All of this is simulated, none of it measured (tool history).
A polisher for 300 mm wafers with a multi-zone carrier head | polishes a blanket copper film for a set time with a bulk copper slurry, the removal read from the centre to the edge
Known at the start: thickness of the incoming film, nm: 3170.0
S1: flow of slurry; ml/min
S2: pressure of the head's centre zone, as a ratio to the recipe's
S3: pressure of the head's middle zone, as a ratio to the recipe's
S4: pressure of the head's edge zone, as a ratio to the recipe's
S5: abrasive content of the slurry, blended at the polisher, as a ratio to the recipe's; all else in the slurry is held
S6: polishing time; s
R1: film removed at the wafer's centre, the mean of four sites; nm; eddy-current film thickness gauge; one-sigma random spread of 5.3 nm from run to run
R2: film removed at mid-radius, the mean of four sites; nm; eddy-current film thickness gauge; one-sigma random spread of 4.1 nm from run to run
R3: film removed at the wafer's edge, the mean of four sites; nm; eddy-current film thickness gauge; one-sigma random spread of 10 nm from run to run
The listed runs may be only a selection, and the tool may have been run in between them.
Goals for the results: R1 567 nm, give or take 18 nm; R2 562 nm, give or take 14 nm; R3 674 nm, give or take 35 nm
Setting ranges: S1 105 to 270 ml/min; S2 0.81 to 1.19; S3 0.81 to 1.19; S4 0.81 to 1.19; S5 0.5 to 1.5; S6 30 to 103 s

{"run": 1, "day": 0.0, "S1": 175, "S2": 1, "S3": 1, "S4": 1, "S5": 1, "S6": 66, "R1": 783.03, "R2": 802.4, "R3": 787.81}
{"run": 2, "day": 0.271, "S1": 175, "S2": 1, "S3": 1.09, "S4": 1, "S5": 1, "S6": 66, "R1": 783.73, "R2": 846.16, "R3": 756.92}
{"run": 3, "day": 0.425, "S1": 160, "S2": 0.98, "S3": 1.01, "S4": 1.01, "S5": 0.85, "S6": 64, "R1": 695.37, "R2": 720.46, "R3": 719.7}
{"run": 4, "day": 0.617, "S1": 145, "S2": 0.96, "S3": 0.96, "S4": 1, "S5": 0.8, "S6": 64, "R1": 659.9, "R2": 674.92, "R3": 695.19}
{"run": 5, "day": 0.962, "S1": 145, "S2": 0.96, "S3": 1.04, "S4": 1, "S5": 0.8, "S6": 64, "R1": 658.07, "R2": 715.95, "R3": 687.91}
{"run": 6, "day": 0.996, "S1": 135, "S2": 0.94, "S3": 0.98, "S4": 1.01, "S5": 0.75, "S6": 64, "R1": 628.24, "R2": 662.5, "R3": 684.19}
{"run": 7, "day": 1.175, "S1": 130, "S2": 0.92, "S3": 0.93, "S4": 1.01, "S5": 0.7, "S6": 64, "R1": 588.47, "R2": 618.69, "R3": 643.93}
{"run": 8, "day": 1.225, "S1": 120, "S2": 0.92, "S3": 0.9, "S4": 1.05, "S5": 0.7, "S6": 64, "R1": 570.65, "R2": 586.94, "R3": 654.51}
{"day": 1.45, "done": "worn pad replaced by a new one"}
{"run": 9, "day": 1.45, "S1": 115, "S2": 0.92, "S3": 0.89, "S4": 1.07, "S5": 0.7, "S6": 64, "R1": 637.6, "R2": 643.63, "R3": 735.43}
{"run": 10, "day": 1.733, "S1": 150, "S2": 0.86, "S3": 0.81, "S4": 1.01, "S5": 0.55, "S6": 64, "R1": 589.27, "R2": 604.89, "R3": 680.48}
{"run": 11, "day": 1.958, "S1": 140, "S2": 0.87, "S3": 0.81, "S4": 1.03, "S5": 0.55, "S6": 64, "R1": 581.6, "R2": 580.04, "R3": 700.11}
{"run": 12, "day": 2.229, "S1": 135, "S2": 0.87, "S3": 0.81, "S4": 1.02, "S5": 0.55, "S6": 64, "R1": 586.07, "R2": 581.78, "R3": 703.31}

Which of these 4 next moves meets every target?
{"run": "A", "day": 2.5, "S1": 105, "S2": 0.84, "S3": 0.81, "S4": 1, "S5": 0.6, "S6": 69, "R1": "?", "R2": "?", "R3": "?"}
{"run": "B", "day": 2.5, "S1": 165, "S2": 0.86, "S3": 0.88, "S4": 0.93, "S5": 0.5, "S6": 61, "R1": "?", "R2": "?", "R3": "?"}
{"run": "C", "day": 2.5, "S1": 115, "S2": 0.88, "S3": 0.82, "S4": 1.02, "S5": 0.5, "S6": 66, "R1": "?", "R2": "?", "R3": "?"}
{"run": "D", "day": 2.5, "S1": 165, "S2": 0.95, "S3": 0.81, "S4": 1.17, "S5": 0.65, "S6": 55, "R1": "?", "R2": "?", "R3": "?"}

move=A R1=586.07 R2=595.32 R3=735.33
move=B R1=573.67 R2=599.41 R3=645.41
move=C R1=576.68 R2=562.04 R3=687.89
move=D R1=614.37 R2=542.27 R3=701.15
A: moves away from the targets compared with the last run
B: moves away from the targets compared with the last run
C: every result lands within tolerance
D: the result that was furthest off in the last run now lies on the other side of its target
C meets every target.
